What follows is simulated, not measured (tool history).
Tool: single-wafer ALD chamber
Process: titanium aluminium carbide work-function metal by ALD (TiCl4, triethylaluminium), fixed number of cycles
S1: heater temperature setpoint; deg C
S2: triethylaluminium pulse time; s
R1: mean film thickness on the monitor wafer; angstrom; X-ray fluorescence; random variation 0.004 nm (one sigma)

run,hour,S1,S2,R1
1,0,285,7.26,18.298
2,4.7,285,6.01,17.347
3,6.2,274,6.01,16.367
4,11.1,282,6.13,17.193
5,18.8,282,7.56,18.195
6,21.5,277,7.56,17.674
7,27.4,282,7.62,18.155
8,30.5,286,7.67,18.606
9,37.9,289,7.71,18.931

The next listed run, before its measurement:
10,45.1,291,7.74,?

{"run 10": {"R1": 19.2}}

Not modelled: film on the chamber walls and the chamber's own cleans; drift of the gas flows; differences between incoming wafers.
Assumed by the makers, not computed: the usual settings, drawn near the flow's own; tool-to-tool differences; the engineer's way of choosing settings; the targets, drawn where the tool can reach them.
